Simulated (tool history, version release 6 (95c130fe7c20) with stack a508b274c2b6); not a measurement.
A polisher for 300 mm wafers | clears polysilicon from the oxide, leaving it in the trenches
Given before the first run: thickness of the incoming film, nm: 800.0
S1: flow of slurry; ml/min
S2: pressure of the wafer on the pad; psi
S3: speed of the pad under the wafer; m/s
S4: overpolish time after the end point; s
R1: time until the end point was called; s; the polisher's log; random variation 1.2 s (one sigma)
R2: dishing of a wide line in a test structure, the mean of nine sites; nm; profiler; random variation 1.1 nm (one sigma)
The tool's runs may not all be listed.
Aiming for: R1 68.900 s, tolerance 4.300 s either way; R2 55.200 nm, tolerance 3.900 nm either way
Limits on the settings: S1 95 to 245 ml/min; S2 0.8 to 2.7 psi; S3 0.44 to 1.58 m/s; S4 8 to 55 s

run 1 day=0.000 | S1=155 S2=1.7 S3=1.00 S4=28 | R1=114.540 R2=54.285
run 2 day=0.100 | S1=155 S2=1.7 S3=0.74 S4=28 | R1=145.760 R2=53.415
run 3 day=0.446 | S1=155 S2=1.3 S3=0.74 S4=28 | R1=186.660 R2=52.379
run 4 day=0.600 | S1=155 S2=1.6 S3=0.78 S4=27 | R1=145.960 R2=51.148
run 5 day=0.950 | S1=155 S2=1.8 S3=0.80 S4=28 | R1=125.610 R2=52.661
run 6 day=1.275 | S1=155 S2=1.8 S3=0.58 S4=28 | R1=165.260 R2=50.429
run 7 day=1.483 | S1=155 S2=2.0 S3=0.64 S4=29 | R1=130.380 R2=55.308
run 8 day=1.788 | S1=155 S2=2.1 S3=0.68 S4=25 | R1=123.960 R2=52.892
run 9 day=1.958 | S1=155 S2=2.2 S3=0.74 S4=24 | R1=110.670 R2=53.196
run 10 day=2.104 | S1=155 S2=2.3 S3=0.78 S4=23 | R1=101.310 R2=55.550
run 11 day=2.346 | S1=160 S2=2.4 S3=0.82 S4=20 | R1=96.044 R2=53.272
run 12 day=2.458 | S1=160 S2=2.5 S3=0.86 S4=20 | R1=83.973 R2=56.577
run 13 day=2.504 | S1=200 S2=2.6 S3=0.94 S4=8 | R1=74.910 R2=46.990
run 14 day=2.567 | S1=195 S2=2.6 S3=0.96 S4=10 | R1=74.707 R2=51.191
run 15 day=2.883 | S1=195 S2=2.6 S3=0.96 S4=10 | R1=73.541 R2=48.859
run 16 day=3.142 | S1=190 S2=2.6 S3=0.96 S4=12 | R1=73.678 R2=50.716
run 17 day=3.350 | S1=185 S2=2.6 S3=0.96 S4=13 | R1=73.820 R2=51.186

4 candidate next runs follow, results not yet known. Just one meets every target within its allowed miss. Identify it.
run A day=3.558 | S1=150 S2=2.5 S3=0.90 S4=21 | R1=? R2=?
run B day=3.558 | S1=175 S2=2.7 S3=1.00 S4=18 | R1=? R2=?
run C day=3.558 | S1=205 S2=2.7 S3=0.84 S4=12 | R1=? R2=?
run D day=3.558 | S1=195 S2=2.5 S3=0.94 S4=16 | R1=? R2=?

move=A R1=82.396 R2=52.707
move=B R1=68.167 R2=52.854
move=C R1=76.852 R2=48.794
move=D R1=76.123 R2=51.614
A: lands further from the targets than the last run did
B: meets every target
C: lands further from the targets than the last run did
D: lands further from the targets than the last run did
B meets every target.
